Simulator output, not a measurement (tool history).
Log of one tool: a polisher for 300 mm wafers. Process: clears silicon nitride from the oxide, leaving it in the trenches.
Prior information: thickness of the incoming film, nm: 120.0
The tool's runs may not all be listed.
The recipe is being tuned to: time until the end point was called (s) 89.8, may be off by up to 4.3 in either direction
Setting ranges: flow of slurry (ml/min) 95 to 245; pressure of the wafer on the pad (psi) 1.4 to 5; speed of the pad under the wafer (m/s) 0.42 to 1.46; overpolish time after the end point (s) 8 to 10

run	hour	flow of slurry (ml/min)	pressure of the wafer on the pad (psi)	speed of the pad under the wafer (m/s)	overpolish time after the end point (s)	time until the end point was called (s)
1	0	155	3.2	0.94	10	120.62
2	4.9	155	3.5	0.94	10	114.45
3	8.4	155	3.5	0.94	8	114.34
4	9.1	155	3.1	0.94	8	122.8
5	17.9	175	3.1	0.94	8	122.43
6	24.4	175	2.7	0.94	8	132.06
7	25.3	175	3.2	0.96	8	113.67
8	29	180	4.1	0.98	8	95.556
9	35.8	180	4.2	0.98	8	94.617

Exercise: of the 5 proposed moves below, exactly one satisfies all targets within the stated allowed misses. Which move is it?
A	42.6	165	4.6	1.14	10	?
B	42.6	180	4.2	1.12	8	?
C	42.6	180	3.8	1.1	10	?
D	42.6	185	4.5	1.1	8	?
E	42.6	220	4.1	1.16	10	?

move	time until the end point was called (s)
A	76.314
B	81.379
C	88.404
D	78.743
E	77.692
A: takes the biggest miss from the last run beyond its target
B: takes the biggest miss from the last run beyond its target
C: every result lands within tolerance
D: takes the biggest miss from the last run beyond its target
E: takes the biggest miss from the last run beyond its target
C is the move that brings every result within its allowed miss.
